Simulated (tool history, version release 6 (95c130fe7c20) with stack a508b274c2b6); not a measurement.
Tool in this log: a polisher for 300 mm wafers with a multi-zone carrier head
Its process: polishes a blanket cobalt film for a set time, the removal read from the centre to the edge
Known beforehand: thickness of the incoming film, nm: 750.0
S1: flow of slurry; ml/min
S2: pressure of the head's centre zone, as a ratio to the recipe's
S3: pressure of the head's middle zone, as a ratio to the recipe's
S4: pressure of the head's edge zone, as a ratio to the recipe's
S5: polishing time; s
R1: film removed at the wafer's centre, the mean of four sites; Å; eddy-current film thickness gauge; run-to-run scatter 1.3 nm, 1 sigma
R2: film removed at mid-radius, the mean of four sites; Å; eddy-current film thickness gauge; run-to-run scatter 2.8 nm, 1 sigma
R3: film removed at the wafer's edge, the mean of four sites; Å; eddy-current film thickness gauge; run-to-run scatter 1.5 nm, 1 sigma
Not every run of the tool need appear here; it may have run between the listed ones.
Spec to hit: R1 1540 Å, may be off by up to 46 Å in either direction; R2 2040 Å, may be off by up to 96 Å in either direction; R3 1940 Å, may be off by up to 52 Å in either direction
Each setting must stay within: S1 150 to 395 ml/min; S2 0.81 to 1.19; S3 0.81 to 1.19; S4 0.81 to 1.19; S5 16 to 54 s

| run | hour | S1 | S2 | S3 | S4 | S5 | R1 | R2 | R3 |
|---|---|---|---|---|---|---|---|---|---|
| 1 | 0 | 250 | 1 | 1 | 1 | 35 | 1939 | 1879.6 | 1993.9 |
| 2 | 1.4 | 250 | 1 | 1 | 0.95 | 35 | 1955.9 | 1864.2 | 1958.6 |
| 3 | 5.6 | 295 | 1 | 1 | 0.95 | 35 | 1975.9 | 2036.9 | 2009.5 |
| 4 | 8.2 | 295 | 1 | 1 | 0.95 | 28 | 1579.8 | 1550.9 | 1606.5 |
| 5 | 12.3 | 295 | 1 | 1 | 0.95 | 20 | 1123.8 | 1118 | 1126 |
| 6 | 17.4 | 295 | 1 | 1 | 0.95 | 17 | 965.7 | 949.67 | 971.57 |
|  | 23.8 | slurry nozzle cleaned |
| 7 | 23.8 | 325 | 0.95 | 1.04 | 1 | 22 | 1252.5 | 1336.9 | 1309.5 |
| 8 | 28.3 | 335 | 0.9 | 1.07 | 1.07 | 24 | 1286.4 | 1466.5 | 1464.3 |
| 9 | 31.5 | 345 | 0.87 | 1.1 | 1.1 | 26 | 1376.1 | 1638.7 | 1629.9 |
| 10 | 32.6 | 350 | 0.85 | 1.13 | 1.12 | 27 | 1390.9 | 1769.5 | 1680.5 |
| 11 | 39.6 | 350 | 0.84 | 1.14 | 1.14 | 28 | 1432 | 1837.4 | 1757.3 |
| 12 | 43.5 | 355 | 0.84 | 1.15 | 1.15 | 29 | 1470.4 | 1881.8 | 1835.7 |

Pick the move, out of 4, that brings all results within their allowed miss; only one does.
| A | 47.4 | 375 | 0.89 | 0.94 | 1.19 | 29 | ? | ? | ? |
| B | 47.4 | 380 | 0.84 | 1.02 | 1.14 | 27 | ? | ? | ? |
| C | 47.4 | 270 | 0.82 | 1.19 | 1.18 | 28 | ? | ? | ? |
| D | 47.4 | 335 | 0.82 | 1.16 | 1.14 | 31 | ? | ? | ? |

| move | R1 | R2 | R3 |
|---|---|---|---|
| A | 1562.3 | 1658.9 | 1873 |
| B | 1385.9 | 1656.6 | 1712.7 |
| C | 1359 | 1896.7 | 1752.6 |
| D | 1541.8 | 2100.6 | 1946.6 |
A: its largest miss is bigger than the last run's
B: its largest miss is bigger than the last run's
C: its largest miss is bigger than the last run's
D: each result inside its tolerance
D is the move that brings every result within its allowed miss.

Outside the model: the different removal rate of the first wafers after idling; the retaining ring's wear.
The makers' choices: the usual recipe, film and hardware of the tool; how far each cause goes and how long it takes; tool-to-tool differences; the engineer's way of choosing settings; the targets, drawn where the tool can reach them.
